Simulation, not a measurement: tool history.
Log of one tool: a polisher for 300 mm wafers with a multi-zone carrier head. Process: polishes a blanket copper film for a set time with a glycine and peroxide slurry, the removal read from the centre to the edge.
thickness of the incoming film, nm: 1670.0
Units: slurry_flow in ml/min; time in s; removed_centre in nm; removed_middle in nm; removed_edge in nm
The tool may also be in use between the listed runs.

run    day  slurry_flow  centre_zone  middle_zone  edge_zone  time  removed_centre  removed_middle  removed_edge
  1  0.000          130         1.00         1.00       1.00    39          142.36          136.43        140.49
  2  0.258          135         1.01         0.99       1.03    42          155.11          147.38        152.73
  3  0.433          135         1.02         0.97       1.06    45          168.66          157.27        167.15
  4  0.642          140         1.03         0.95       1.08    47          180.78          162.78        175.42
  5  0.833          140         1.03         0.95       1.08    43          164.69          149.21        160.63
  6  1.075          140         1.03         0.94       1.10    45          169.75          154.81        169.31
  7  1.267          140         1.04         0.93       1.12    47          179.53          158.61        178.40
  8  1.533          145         1.04         0.93       1.13    48          183.83          165.60        183.57

Run 9 comes next. What will it give?
  9  1.858          145         1.05         0.92       1.14    49               ?               ?             ?

{"run 9": {"removed_centre": 193.68, "removed_middle": 168.43, "removed_edge": 184.69}}
